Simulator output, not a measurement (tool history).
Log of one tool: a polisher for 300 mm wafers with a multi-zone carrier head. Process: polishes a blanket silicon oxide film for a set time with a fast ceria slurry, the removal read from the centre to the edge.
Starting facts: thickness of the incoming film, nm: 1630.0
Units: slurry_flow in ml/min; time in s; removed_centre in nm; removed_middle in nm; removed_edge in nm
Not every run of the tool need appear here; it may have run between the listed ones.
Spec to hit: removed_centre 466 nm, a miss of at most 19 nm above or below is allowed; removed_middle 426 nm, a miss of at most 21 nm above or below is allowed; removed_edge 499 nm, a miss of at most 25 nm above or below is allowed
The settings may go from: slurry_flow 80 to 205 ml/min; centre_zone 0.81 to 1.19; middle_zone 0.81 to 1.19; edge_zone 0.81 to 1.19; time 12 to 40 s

{"run": 1, "hour": 0.0, "slurry_flow": 135, "centre_zone": 1, "middle_zone": 1, "edge_zone": 1, "time": 26, "removed_centre": 556.41, "removed_middle": 564.37, "removed_edge": 559.76}
{"run": 2, "hour": 0.9, "slurry_flow": 135, "centre_zone": 1, "middle_zone": 1, "edge_zone": 1, "time": 30, "removed_centre": 644.33, "removed_middle": 664.1, "removed_edge": 666.8}
{"run": 3, "hour": 2.5, "slurry_flow": 130, "centre_zone": 0.99, "middle_zone": 0.97, "edge_zone": 1, "time": 29, "removed_centre": 592.14, "removed_middle": 603.2, "removed_edge": 642.65}
{"run": 4, "hour": 4.4, "slurry_flow": 130, "centre_zone": 0.99, "middle_zone": 0.97, "edge_zone": 1, "time": 25, "removed_centre": 526.26, "removed_middle": 510.63, "removed_edge": 545.42}
{"run": 5, "hour": 6.6, "slurry_flow": 130, "centre_zone": 0.99, "middle_zone": 0.97, "edge_zone": 1.07, "time": 25, "removed_centre": 537.3, "removed_middle": 509.84, "removed_edge": 560.59}
{"hour": 11.1, "done": "slurry nozzle cleaned"}
{"run": 6, "hour": 11.1, "slurry_flow": 130, "centre_zone": 1.04, "middle_zone": 0.97, "edge_zone": 1.07, "time": 25, "removed_centre": 582.9, "removed_middle": 546.39, "removed_edge": 593.41}
{"run": 7, "hour": 16.8, "slurry_flow": 130, "centre_zone": 1.03, "middle_zone": 0.96, "edge_zone": 1.05, "time": 25, "removed_centre": 572.18, "removed_middle": 546.19, "removed_edge": 582.04}
{"run": 8, "hour": 24.0, "slurry_flow": 130, "centre_zone": 1.02, "middle_zone": 0.95, "edge_zone": 1.05, "time": 24, "removed_centre": 547.76, "removed_middle": 518.49, "removed_edge": 566.3}
{"run": 9, "hour": 26.8, "slurry_flow": 100, "centre_zone": 0.97, "middle_zone": 0.86, "edge_zone": 0.98, "time": 21, "removed_centre": 441.31, "removed_middle": 412.29, "removed_edge": 457.34}

Next run, 5 choices. One meets every target within its allowed miss, the rest don't. Which?
{"run": "A", "hour": 29.6, "slurry_flow": 100, "centre_zone": 0.99, "middle_zone": 1, "edge_zone": 0.84, "time": 20, "removed_centre": "?", "removed_middle": "?", "removed_edge": "?"}
{"run": "B", "hour": 29.6, "slurry_flow": 90, "centre_zone": 0.9, "middle_zone": 0.81, "edge_zone": 1.19, "time": 23, "removed_centre": "?", "removed_middle": "?", "removed_edge": "?"}
{"run": "C", "hour": 29.6, "slurry_flow": 80, "centre_zone": 0.81, "middle_zone": 0.86, "edge_zone": 1.02, "time": 22, "removed_centre": "?", "removed_middle": "?", "removed_edge": "?"}
{"run": "D", "hour": 29.6, "slurry_flow": 135, "centre_zone": 1.19, "middle_zone": 0.95, "edge_zone": 0.93, "time": 18, "removed_centre": "?", "removed_middle": "?", "removed_edge": "?"}
{"run": "E", "hour": 29.6, "slurry_flow": 85, "centre_zone": 0.94, "middle_zone": 0.83, "edge_zone": 0.97, "time": 23, "removed_centre": "?", "removed_middle": "?", "removed_edge": "?"}

move=A removed_centre=431.25 removed_middle=439.89 removed_edge=404.5
move=B removed_centre=456.7 removed_middle=422.26 removed_edge=536.97
move=C removed_centre=400.01 removed_middle=413.64 removed_edge=470.82
move=D removed_centre=463.53 removed_middle=399.61 removed_edge=393.49
move=E removed_centre=463.56 removed_middle=425.63 removed_edge=485.29
A: further off than the last run
B: the result that was furthest off in the last run now lies on the other side of its target
C: further off than the last run
D: further off than the last run
E: all results in spec
E meets every target.

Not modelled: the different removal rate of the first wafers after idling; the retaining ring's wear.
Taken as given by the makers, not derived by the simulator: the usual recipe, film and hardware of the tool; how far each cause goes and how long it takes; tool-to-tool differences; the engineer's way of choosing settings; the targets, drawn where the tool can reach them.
